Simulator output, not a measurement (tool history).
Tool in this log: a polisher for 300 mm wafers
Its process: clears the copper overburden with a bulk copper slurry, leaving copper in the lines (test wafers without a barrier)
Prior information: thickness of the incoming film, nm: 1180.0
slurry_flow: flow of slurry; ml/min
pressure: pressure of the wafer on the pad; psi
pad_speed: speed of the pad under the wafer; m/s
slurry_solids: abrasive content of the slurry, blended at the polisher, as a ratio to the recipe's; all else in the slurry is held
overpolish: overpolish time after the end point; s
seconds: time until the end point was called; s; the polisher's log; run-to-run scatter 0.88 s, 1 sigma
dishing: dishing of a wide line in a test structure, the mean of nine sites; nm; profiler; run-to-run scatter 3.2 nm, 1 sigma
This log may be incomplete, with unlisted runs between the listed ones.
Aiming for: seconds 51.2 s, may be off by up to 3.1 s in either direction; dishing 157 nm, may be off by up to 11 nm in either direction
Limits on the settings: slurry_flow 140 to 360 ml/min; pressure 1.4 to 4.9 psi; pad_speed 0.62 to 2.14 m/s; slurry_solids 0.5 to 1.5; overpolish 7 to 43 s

| run | hour | slurry_flow | pressure | pad_speed | slurry_solids | overpolish | seconds | dishing |
|---|---|---|---|---|---|---|---|---|
| 1 | 0 | 230 | 3.1 | 1.38 | 1 | 22 | 87.916 | 120.53 |
| 2 | 6.8 | 230 | 3.6 | 1.4 | 1 | 21 | 76.27 | 123.31 |
| 3 | 11.3 | 230 | 3.6 | 1.4 | 1.05 | 21 | 75.749 | 127.37 |
| 4 | 17.8 | 230 | 4 | 1.42 | 1.05 | 21 | 67.893 | 137.39 |
| 5 | 26.4 | 265 | 4 | 1.42 | 1.05 | 21 | 65.051 | 140.83 |
| 6 | 35.2 | 265 | 4 | 1.28 | 1.05 | 21 | 73.595 | 138.31 |
| 7 | 39.7 | 265 | 4.3 | 1.34 | 1.05 | 20 | 62.288 | 142.67 |
| 8 | 46 | 270 | 4.5 | 1.34 | 1.05 | 20 | 61.124 | 145.98 |
| 9 | 48.2 | 270 | 4.6 | 1.38 | 1.05 | 20 | 58.003 | 148.61 |

Which of these 4 next moves meets every target?
| A | 50.4 | 270 | 4.5 | 1.24 | 1 | 30 | ? | ? |
| B | 50.4 | 300 | 4.4 | 1.5 | 1.1 | 17 | ? | ? |
| C | 50.4 | 275 | 4.8 | 1.58 | 0.9 | 22 | ? | ? |
| D | 50.4 | 345 | 4.7 | 1.18 | 1.1 | 33 | ? | ? |

| move | seconds | dishing |
|---|---|---|
| A | 65.245 | 153.92 |
| B | 54.683 | 136.94 |
| C | 50.435 | 154.13 |
| D | 62.726 | 159.36 |
A: the biggest miss grows against the last run
B: closes in on the targets versus the last run, not all within tolerance yet
C: each result inside its tolerance
D: the biggest miss grows against the last run
The right move is C.

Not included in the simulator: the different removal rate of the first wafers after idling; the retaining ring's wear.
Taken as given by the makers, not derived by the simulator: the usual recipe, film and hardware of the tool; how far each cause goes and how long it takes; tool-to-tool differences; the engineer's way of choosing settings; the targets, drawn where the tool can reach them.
